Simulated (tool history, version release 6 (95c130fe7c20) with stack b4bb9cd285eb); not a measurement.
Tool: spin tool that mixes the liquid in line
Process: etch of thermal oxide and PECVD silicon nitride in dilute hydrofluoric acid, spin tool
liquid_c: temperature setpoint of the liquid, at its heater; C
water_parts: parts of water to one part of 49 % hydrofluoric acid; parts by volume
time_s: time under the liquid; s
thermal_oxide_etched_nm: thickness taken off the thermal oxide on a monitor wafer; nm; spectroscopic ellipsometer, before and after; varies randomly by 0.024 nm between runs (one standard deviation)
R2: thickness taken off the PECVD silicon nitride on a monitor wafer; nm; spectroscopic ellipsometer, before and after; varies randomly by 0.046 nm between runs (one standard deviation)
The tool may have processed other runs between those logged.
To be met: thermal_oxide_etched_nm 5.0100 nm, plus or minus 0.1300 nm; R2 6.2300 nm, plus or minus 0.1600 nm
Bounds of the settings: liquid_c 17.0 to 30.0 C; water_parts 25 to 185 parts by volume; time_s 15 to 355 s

Run 1, hour 0.0: liquid_c 22.0 C, water_parts 105 parts by volume, time_s 180 s. Result: thermal_oxide_etched_nm 7.9053 nm, R2 9.8582 nm.
Run 2, hour 4.3: liquid_c 22.0 C, water_parts 105 parts by volume, time_s 125 s. Result: thermal_oxide_etched_nm 5.4735 nm, R2 6.8102 nm.
Run 3, hour 11.8: liquid_c 24.0 C, water_parts 105 parts by volume, time_s 125 s. Result: thermal_oxide_etched_nm 5.9328 nm, R2 7.7060 nm.
Run 4, hour 12.5: liquid_c 22.0 C, water_parts 105 parts by volume, time_s 125 s. Result: thermal_oxide_etched_nm 5.4829 nm, R2 6.8296 nm.
Run 5, hour 18.2: liquid_c 24.0 C, water_parts 105 parts by volume, time_s 125 s. Result: thermal_oxide_etched_nm 5.8652 nm, R2 7.8149 nm.
Run 6, hour 21.9: liquid_c 24.0 C, water_parts 135 parts by volume, time_s 125 s. Result: thermal_oxide_etched_nm 4.4141 nm, R2 6.0671 nm.
Run 7, hour 29.5: liquid_c 23.5 C, water_parts 130 parts by volume, time_s 125 s. Result: thermal_oxide_etched_nm 4.5061 nm, R2 6.0315 nm.
Run 8, hour 33.3: liquid_c 23.0 C, water_parts 125 parts by volume, time_s 125 s. Result: thermal_oxide_etched_nm 4.6563 nm, R2 6.1131 nm.
Run 9, hour 38.7: liquid_c 22.5 C, water_parts 120 parts by volume, time_s 125 s. Result: thermal_oxide_etched_nm 4.7753 nm, R2 6.2146 nm.

Exercise: of the 4 proposed moves below, exactly one satisfies all targets within the stated allowed misses. Which move is it?
Run A, hour 44.1: liquid_c 21.5 C, water_parts 120 parts by volume, time_s 145 s. Result: thermal_oxide_etched_nm ?, R2 ?.
Run B, hour 44.1: liquid_c 22.0 C, water_parts 105 parts by volume, time_s 115 s. Result: thermal_oxide_etched_nm ?, R2 ?.
Run C, hour 44.1: liquid_c 22.0 C, water_parts 185 parts by volume, time_s 210 s. Result: thermal_oxide_etched_nm ?, R2 ?.
Run D, hour 44.1: liquid_c 21.5 C, water_parts 125 parts by volume, time_s 150 s. Result: thermal_oxide_etched_nm ?, R2 ?.

move  thermal_oxide_etched_nm      R2
   A                   5.3639  6.7317
   B                   5.0460  6.2928
   C                   4.7893  6.5905
   D                   5.2972  6.6907
A: pushes the last run's worst result past its target
B: hits every target within its allowed miss
C: the biggest miss grows against the last run
D: pushes the last run's worst result past its target
B meets every target.
